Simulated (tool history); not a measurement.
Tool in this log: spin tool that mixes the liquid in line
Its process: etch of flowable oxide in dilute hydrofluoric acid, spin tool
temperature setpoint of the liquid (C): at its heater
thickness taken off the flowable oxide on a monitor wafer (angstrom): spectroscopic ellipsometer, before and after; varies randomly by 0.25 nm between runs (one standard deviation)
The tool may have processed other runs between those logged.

run  hour  temperature setpoint of the liquid (C)  parts of water to one part of 49 % hydrofluoric acid (parts by volume)  time under the liquid (s)  thickness taken off the flowable oxide on a monitor wafer (angstrom)
  1     0                                      21                                                                      90                         65                                                                191.72
  2   2.3                                    19.5                                                                      90                         65                                                                176.03
  3     3                                    19.5                                                                     110                         65                                                                141.11
  4  11.2                                    19.5                                                                     110                         65                                                                142.63
  5  14.6                                    19.5                                                                     110                         70                                                                150.84
  6  21.8                                      17                                                                     110                         70                                                                137.72
  7  24.5                                      21                                                                      75                         70                                                                245.97

Expected results for the next run?
  8  28.8                                    22.5                                                                      75                         70                                                                     ?

thickness taken off the flowable oxide on a monitor wafer (angstrom): 264.95
